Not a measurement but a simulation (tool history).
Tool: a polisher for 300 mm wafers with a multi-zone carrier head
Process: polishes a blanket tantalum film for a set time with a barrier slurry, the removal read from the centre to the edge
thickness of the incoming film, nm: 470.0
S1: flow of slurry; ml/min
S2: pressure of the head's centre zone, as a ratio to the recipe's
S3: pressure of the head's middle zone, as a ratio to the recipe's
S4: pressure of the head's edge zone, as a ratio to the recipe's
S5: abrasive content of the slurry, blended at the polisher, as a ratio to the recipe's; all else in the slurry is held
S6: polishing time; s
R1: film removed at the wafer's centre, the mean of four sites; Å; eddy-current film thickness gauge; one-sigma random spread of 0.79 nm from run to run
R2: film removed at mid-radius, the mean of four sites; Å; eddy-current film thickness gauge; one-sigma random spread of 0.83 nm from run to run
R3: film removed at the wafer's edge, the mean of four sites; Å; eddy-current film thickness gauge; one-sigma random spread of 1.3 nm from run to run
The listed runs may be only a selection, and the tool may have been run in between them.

run,hour,S1,S2,S3,S4,S5,S6,R1,R2,R3
1,0,215,1,1,1,1,45,693.76,711.35,705.11
2,9,225,1.02,1.03,1.03,1.1,45,736.11,748.4,745.75
3,17.7,225,1.02,0.99,1.03,1.1,45,729.55,735.95,756.53
4,21.3,235,1.03,1.03,1.04,1.2,45,769.54,767.02,767.77
5,23,240,1.03,1.06,1.05,1.25,46,789.54,815.74,807.84
6,26.2,240,0.97,1.06,1.05,1.25,46,748.34,808.07,812.39
7,29.1,245,0.99,1.08,1.06,1.3,46,774.34,834.49,808.68
8,30.7,250,1,1.1,1.07,1.35,47,794.66,883.29,849.23

Run 9, settings as shown, results not yet in. Your forecast:
9,35.6,255,1.02,1.11,1.08,1.4,47,?,?,?

Run 9 gave R1 823.43 Å, R2 892.42 Å, R3 866.56 Å.
